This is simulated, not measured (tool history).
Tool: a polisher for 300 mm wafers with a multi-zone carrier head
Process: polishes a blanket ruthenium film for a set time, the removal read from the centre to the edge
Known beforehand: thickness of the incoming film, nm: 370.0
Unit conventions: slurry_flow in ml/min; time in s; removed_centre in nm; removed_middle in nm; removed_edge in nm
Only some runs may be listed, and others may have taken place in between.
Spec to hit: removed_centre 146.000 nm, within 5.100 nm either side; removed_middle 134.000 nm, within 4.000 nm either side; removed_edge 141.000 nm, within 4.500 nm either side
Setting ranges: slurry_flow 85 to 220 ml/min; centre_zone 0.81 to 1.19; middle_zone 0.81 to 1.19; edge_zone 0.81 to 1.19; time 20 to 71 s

run 1 day=0.000 | slurry_flow=140 centre_zone=1.00 middle_zone=1.00 edge_zone=1.00 time=45 | removed_centre=94.094 removed_middle=98.818 removed_edge=98.619
run 2 day=0.250 | slurry_flow=140 centre_zone=1.00 middle_zone=1.00 edge_zone=1.00 time=56 | removed_centre=116.680 removed_middle=121.500 removed_edge=121.100
run 3 day=0.446 | slurry_flow=140 centre_zone=1.00 middle_zone=1.00 edge_zone=1.00 time=64 | removed_centre=136.620 removed_middle=139.530 removed_edge=138.320
run 4 day=0.471 | slurry_flow=140 centre_zone=0.94 middle_zone=1.00 edge_zone=1.00 time=64 | removed_centre=125.310 removed_middle=138.920 removed_edge=138.360
run 5 day=0.629 | slurry_flow=140 centre_zone=0.94 middle_zone=1.06 edge_zone=1.00 time=64 | removed_centre=125.930 removed_middle=145.890 removed_edge=137.900
run 6 day=0.854 | slurry_flow=140 centre_zone=0.94 middle_zone=1.06 edge_zone=1.07 time=64 | removed_centre=129.090 removed_middle=143.370 removed_edge=143.380
run 7 day=1.196 | slurry_flow=140 centre_zone=0.96 middle_zone=1.05 edge_zone=1.07 time=64 | removed_centre=129.640 removed_middle=143.490 removed_edge=140.270
run 8 day=1.483 | slurry_flow=150 centre_zone=1.06 middle_zone=0.95 edge_zone=1.14 time=66 | removed_centre=149.350 removed_middle=136.570 removed_edge=152.350
run 9 day=1.596 | slurry_flow=150 centre_zone=1.06 middle_zone=0.95 edge_zone=1.13 time=66 | removed_centre=148.240 removed_middle=138.700 removed_edge=153.840
run 10 day=1.767 | slurry_flow=145 centre_zone=1.07 middle_zone=0.95 edge_zone=1.12 time=66 | removed_centre=147.730 removed_middle=137.980 removed_edge=149.990
run 11 day=1.825 | slurry_flow=145 centre_zone=1.08 middle_zone=0.95 edge_zone=1.11 time=66 | removed_centre=151.900 removed_middle=138.100 removed_edge=152.400

Exactly one of the 4 candidate moves below puts every result within its allowed miss. Which one?
run A day=1.883 | slurry_flow=130 centre_zone=1.02 middle_zone=1.00 edge_zone=0.89 time=69 | removed_centre=? removed_middle=? removed_edge=?
run B day=1.883 | slurry_flow=175 centre_zone=1.12 middle_zone=1.01 edge_zone=1.14 time=59 | removed_centre=? removed_middle=? removed_edge=?
run C day=1.883 | slurry_flow=145 centre_zone=0.96 middle_zone=0.98 edge_zone=1.14 time=68 | removed_centre=? removed_middle=? removed_edge=?
run D day=1.883 | slurry_flow=130 centre_zone=1.14 middle_zone=1.09 edge_zone=0.94 time=61 | removed_centre=? removed_middle=? removed_edge=?

move=A removed_centre=143.250 removed_middle=145.420 removed_edge=141.160
move=B removed_centre=144.270 removed_middle=133.210 removed_edge=141.260
move=C removed_centre=136.610 removed_middle=144.450 removed_edge=158.630
move=D removed_centre=141.740 removed_middle=138.230 removed_edge=127.640
A: corrects the largest miss of the last run, while another result sits out of spec
B: every result within its allowed miss
C: moves away from the targets compared with the last run
D: the result that was furthest off in the last run now lies on the other side of its target
The move that meets every target is B.
